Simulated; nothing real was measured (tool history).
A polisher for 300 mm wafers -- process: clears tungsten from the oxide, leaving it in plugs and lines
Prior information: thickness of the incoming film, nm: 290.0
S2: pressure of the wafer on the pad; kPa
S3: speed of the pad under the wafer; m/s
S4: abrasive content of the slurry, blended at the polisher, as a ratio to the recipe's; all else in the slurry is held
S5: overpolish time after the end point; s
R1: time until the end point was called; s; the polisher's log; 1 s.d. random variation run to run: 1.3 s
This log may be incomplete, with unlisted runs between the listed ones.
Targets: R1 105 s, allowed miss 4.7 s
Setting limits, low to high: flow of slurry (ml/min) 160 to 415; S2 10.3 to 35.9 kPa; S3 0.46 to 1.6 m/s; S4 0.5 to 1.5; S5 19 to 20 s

run 1 hour=0 | flow_of_slurry_(ml/min)=265 S2=22.8 S3=1.02 S4=1 S5=19 | R1=59.231
run 2 hour=1.2 | flow_of_slurry_(ml/min)=265 S2=22.8 S3=1.22 S4=1 S5=19 | R1=50.663
run 3 hour=4.9 | flow_of_slurry_(ml/min)=265 S2=18.6 S3=1.22 S4=1 S5=19 | R1=62.783
run 4 hour=9.1 | flow_of_slurry_(ml/min)=265 S2=17.2 S3=1.2 S4=1 S5=19 | R1=66.627
run 5 hour=17.4 | flow_of_slurry_(ml/min)=265 S2=16.5 S3=1.18 S4=1 S5=19 | R1=72.55
run 6 hour=22.3 | flow_of_slurry_(ml/min)=265 S2=16.5 S3=1.38 S4=1 S5=19 | R1=60.807
run 7 hour=26.4 | flow_of_slurry_(ml/min)=265 S2=15.9 S3=1.34 S4=1 S5=19 | R1=64.69
run 8 hour=30.2 | flow_of_slurry_(ml/min)=265 S2=15.2 S3=1.3 S4=1 S5=19 | R1=69.904
run 9 hour=34.5 | flow_of_slurry_(ml/min)=265 S2=14.5 S3=1.28 S4=1 S5=19 | R1=73.985
run 10 hour=38.6 | flow_of_slurry_(ml/min)=265 S2=14.5 S3=1.28 S4=1 S5=19 | R1=74.386
run 11 hour=47.6 | flow_of_slurry_(ml/min)=265 S2=13.8 S3=1.26 S4=1 S5=19 | R1=80.052
run 12 hour=53.2 | flow_of_slurry_(ml/min)=265 S2=13.1 S3=1.26 S4=1 S5=19 | R1=82.22
run 13 hour=54 | flow_of_slurry_(ml/min)=265 S2=12.4 S3=1.24 S4=1 S5=19 | R1=87.466
run 14 hour=60.7 | flow_of_slurry_(ml/min)=265 S2=10.3 S3=1.14 S4=1 S5=19 | R1=116.21
run 15 hour=67.6 | flow_of_slurry_(ml/min)=265 S2=12.4 S3=1.14 S4=1 S5=19 | R1=96.319

Below are 4 possible settings for the next run. Only one of them brings all results inside the allowed miss of their targets. Which is it?
run A hour=74.5 | flow_of_slurry_(ml/min)=275 S2=11.7 S3=1.28 S4=1 S5=20 | R1=?
run B hour=74.5 | flow_of_slurry_(ml/min)=215 S2=19.3 S3=0.78 S4=1.2 S5=19 | R1=?
run C hour=74.5 | flow_of_slurry_(ml/min)=275 S2=11 S3=1.14 S4=1.05 S5=20 | R1=?
run D hour=74.5 | flow_of_slurry_(ml/min)=325 S2=10.3 S3=1.06 S4=1.05 S5=19 | R1=?

move=A R1=91.618
move=B R1=91.641
move=C R1=107.73
move=D R1=121
A: its largest miss is bigger than the last run's
B: its largest miss is bigger than the last run's
C: every result lands within tolerance
D: the result that was furthest off in the last run now lies on the other side of its target
The move that meets every target is C.

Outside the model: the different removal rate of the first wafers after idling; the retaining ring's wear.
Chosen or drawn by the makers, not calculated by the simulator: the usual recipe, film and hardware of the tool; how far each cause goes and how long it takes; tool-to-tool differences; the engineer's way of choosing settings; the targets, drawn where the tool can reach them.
